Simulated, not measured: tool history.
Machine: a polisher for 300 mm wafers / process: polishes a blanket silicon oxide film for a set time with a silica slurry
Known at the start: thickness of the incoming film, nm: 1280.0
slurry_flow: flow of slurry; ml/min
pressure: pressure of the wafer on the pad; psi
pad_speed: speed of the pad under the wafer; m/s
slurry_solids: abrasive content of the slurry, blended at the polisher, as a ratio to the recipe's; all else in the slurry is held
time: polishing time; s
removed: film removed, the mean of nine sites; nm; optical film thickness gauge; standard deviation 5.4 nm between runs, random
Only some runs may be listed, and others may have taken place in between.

| run | hour | slurry_flow | pressure | pad_speed | slurry_solids | time | removed |
|---|---|---|---|---|---|---|---|
| 1 | 0.0 | 210 | 4.2 | 1.56 | 1.0 | 80 | 306.59 |
| 2 | 4.1 | 235 | 4.2 | 1.56 | 1.0 | 80 | 311.70 |
| 3 | 6.4 | 235 | 4.3 | 1.56 | 1.0 | 80 | 327.68 |
| 4 | 11.5 | 240 | 4.4 | 1.56 | 1.0 | 80 | 329.31 |
| 5 | 18.6 | 240 | 4.4 | 1.56 | 1.0 | 80 | 325.66 |
| 6 | 26.7 | 240 | 4.4 | 1.56 | 1.2 | 80 | 361.70 |

Expected results for the next run?
| 7 | 33.4 | 240 | 4.5 | 1.56 | 1.2 | 80 | ? |

{"run 7": {"removed": 364.91}}
